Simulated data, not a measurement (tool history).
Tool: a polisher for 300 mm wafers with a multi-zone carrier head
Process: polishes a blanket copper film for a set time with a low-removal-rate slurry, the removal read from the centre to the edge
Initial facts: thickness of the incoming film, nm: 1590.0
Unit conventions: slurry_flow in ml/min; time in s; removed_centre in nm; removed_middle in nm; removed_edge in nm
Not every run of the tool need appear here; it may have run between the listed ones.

run	hour	slurry_flow	centre_zone	middle_zone	edge_zone	slurry_solids	time	removed_centre	removed_middle	removed_edge
1	0	305	1	1	1	1	69	148.32	149.47	149.32
2	7.9	305	1	1	0.96	1	69	147.97	150.53	146.03
3	9	305	1	1	1.04	1	69	149.55	149.97	150.95
4	14.1	305	1	1	1.04	1	82	176.48	177.4	180.04
5	16.1	305	1.08	1	1.04	1	82	188.62	182.5	181.22
6	24.3	305	1.08	1	1.01	1	82	185.7	177.27	179.13
7	31	305	1.09	0.99	0.99	0.9	75	172.11	158.67	158.24
8	35.6	300	1.08	0.98	0.97	0.85	69	155.05	143.01	141.76
9	40.2	285	1.07	0.88	0.87	0.6	50	103.53	87.72	91.374

What will run 10 give?
10	40.9	270	1.08	0.89	0.81	0.5	46	?	?	?

Run 10 gave removed_centre 93.687 nm, removed_middle 78.986 nm, removed_edge 77.65 nm.
